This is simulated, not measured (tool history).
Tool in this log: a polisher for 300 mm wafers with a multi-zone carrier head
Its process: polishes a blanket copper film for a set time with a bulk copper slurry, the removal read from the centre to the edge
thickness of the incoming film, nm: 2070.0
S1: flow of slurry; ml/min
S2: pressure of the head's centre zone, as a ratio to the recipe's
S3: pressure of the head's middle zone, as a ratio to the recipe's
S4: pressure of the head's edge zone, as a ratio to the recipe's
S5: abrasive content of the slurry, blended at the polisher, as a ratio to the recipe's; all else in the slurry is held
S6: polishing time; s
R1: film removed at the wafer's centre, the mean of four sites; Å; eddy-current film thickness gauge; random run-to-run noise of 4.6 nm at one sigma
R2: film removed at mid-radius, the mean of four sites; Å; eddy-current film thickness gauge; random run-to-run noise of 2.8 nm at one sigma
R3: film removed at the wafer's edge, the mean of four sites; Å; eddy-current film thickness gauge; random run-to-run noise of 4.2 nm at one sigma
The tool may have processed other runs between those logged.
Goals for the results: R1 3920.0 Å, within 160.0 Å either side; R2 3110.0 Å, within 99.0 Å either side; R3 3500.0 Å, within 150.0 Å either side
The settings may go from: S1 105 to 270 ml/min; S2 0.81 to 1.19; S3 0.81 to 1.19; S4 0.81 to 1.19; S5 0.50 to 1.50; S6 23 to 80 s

run	hour	S1	S2	S3	S4	S5	S6	R1	R2	R3
1	0.0	175	1.00	1.00	1.00	1.00	51	4324.9	4195.7	4149.5
2	2.3	210	1.00	1.00	1.00	1.00	51	4441.6	4331.1	4199.4
3	4.8	200	1.01	0.95	0.98	0.90	51	4302.8	4119.6	4008.7
4	13.1	200	1.01	0.95	0.98	0.75	51	4336.5	3964.1	4072.5
5	17.4	200	1.01	1.03	0.98	0.75	51	4233.6	4179.1	4054.6
6	24.5	190	1.02	0.98	0.97	0.70	50	4162.6	3966.2	3944.7
7	33.3	190	1.04	0.94	0.98	0.65	48	4060.0	3664.1	3726.5
8	40.8	185	1.05	0.91	0.99	0.60	48	3962.2	3510.9	3677.6

Which of these 5 next moves meets every target?
A	48.3	195	0.98	0.92	1.03	0.55	51	?	?	?
B	48.3	190	1.09	0.84	1.01	0.70	44	?	?	?
C	48.3	160	1.07	0.81	1.18	0.50	45	?	?	?
D	48.3	155	1.01	0.81	1.10	0.50	50	?	?	?
E	48.3	200	1.05	0.81	1.14	0.50	49	?	?	?

move	R1	R2	R3
A	3972.9	3742.8	3903.6
B	3907.6	3113.6	3426.5
C	3639.1	2895.6	3560.8
D	3787.2	3197.7	3798.1
E	4064.5	3281.5	3921.7
A: its largest miss is bigger than the last run's
B: every result lands within tolerance
C: pushes the last run's worst result past its target
D: the worst result of the last run now meets its target, but another is out of spec
E: better than the last run, though not everything is in spec
So the answer is move B, the one that meets all the targets.
